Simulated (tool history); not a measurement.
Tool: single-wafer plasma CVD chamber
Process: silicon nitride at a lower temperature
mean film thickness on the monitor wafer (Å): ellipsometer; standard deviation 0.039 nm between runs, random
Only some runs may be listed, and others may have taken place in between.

run	hour	heater temperature setpoint (°C)	chamber pressure (Torr)	RF power (W)	deposition time (s)	mean film thickness on the monitor wafer (Å)
1	0.0	375	1.70	240	13.6	147.42
2	2.6	375	1.85	240	13.6	151.66
3	3.5	375	1.85	240	12.9	144.10
4	7.7	375	1.99	245	12.9	148.05
5	12.5	375	1.78	245	12.9	143.67
6	13.5	375	1.78	245	13.6	151.28

Run 7 comes next. What will it give?
7	19.1	375	1.90	245	13.6	?

mean film thickness on the monitor wafer (Å): 154.75

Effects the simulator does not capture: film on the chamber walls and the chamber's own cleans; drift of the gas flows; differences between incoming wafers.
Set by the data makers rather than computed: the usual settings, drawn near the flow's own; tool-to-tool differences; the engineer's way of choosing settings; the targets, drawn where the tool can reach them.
